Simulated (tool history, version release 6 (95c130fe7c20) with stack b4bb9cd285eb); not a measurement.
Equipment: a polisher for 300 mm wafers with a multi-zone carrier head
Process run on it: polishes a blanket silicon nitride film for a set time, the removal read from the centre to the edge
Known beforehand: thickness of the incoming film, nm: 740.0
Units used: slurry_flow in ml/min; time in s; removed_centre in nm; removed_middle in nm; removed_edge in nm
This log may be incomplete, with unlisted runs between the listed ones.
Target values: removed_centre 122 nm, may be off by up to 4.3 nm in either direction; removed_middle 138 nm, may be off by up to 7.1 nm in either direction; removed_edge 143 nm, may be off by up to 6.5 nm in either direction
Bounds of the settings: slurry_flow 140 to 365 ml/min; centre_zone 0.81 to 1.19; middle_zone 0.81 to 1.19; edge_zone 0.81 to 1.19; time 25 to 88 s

run	hour	slurry_flow	centre_zone	middle_zone	edge_zone	time	removed_centre	removed_middle	removed_edge
1	0	235	1	1	1	56	92.035	91.592	91.055
2	0.8	270	1	1	1	56	94.773	93.351	92.65
3	2.9	265	0.98	1.01	1.03	61	100.01	100.93	102.17
4	10.6	265	0.98	1.01	1.1	61	100.61	100.97	106.11
5	18.6	265	0.96	1.03	1.11	65	104.19	107.59	110.91
6	21.3	265	0.94	1.04	1.12	69	108.75	119.22	119.38
# hour 25.4: worn pad replaced by a new one
7	25.4	265	0.93	1.04	1.14	71	117.34	129.51	134.87
8	29.9	265	0.93	1.04	1.14	72	118.15	133.54	135.64

Exercise: of the 4 proposed moves below, exactly one satisfies all targets within the stated allowed misses. Which move is it?
A	34.4	250	0.92	0.92	1.19	72	?	?	?
B	34.4	210	0.93	1.07	1.19	75	?	?	?
C	34.4	285	0.86	0.81	1.19	79	?	?	?
D	34.4	270	0.89	1.17	1.05	69	?	?	?

move	removed_centre	removed_middle	removed_edge
A	118.45	118.35	138.01
B	121.79	135.97	141.13
C	123.28	119.42	153.29
D	111.03	138.83	124.5
A: meets the target for the result that was furthest off, but another lies outside its allowed miss
B: hits every target within its allowed miss
C: takes the result that was furthest off past its target
D: moves away from the targets compared with the last run
The right move is B.
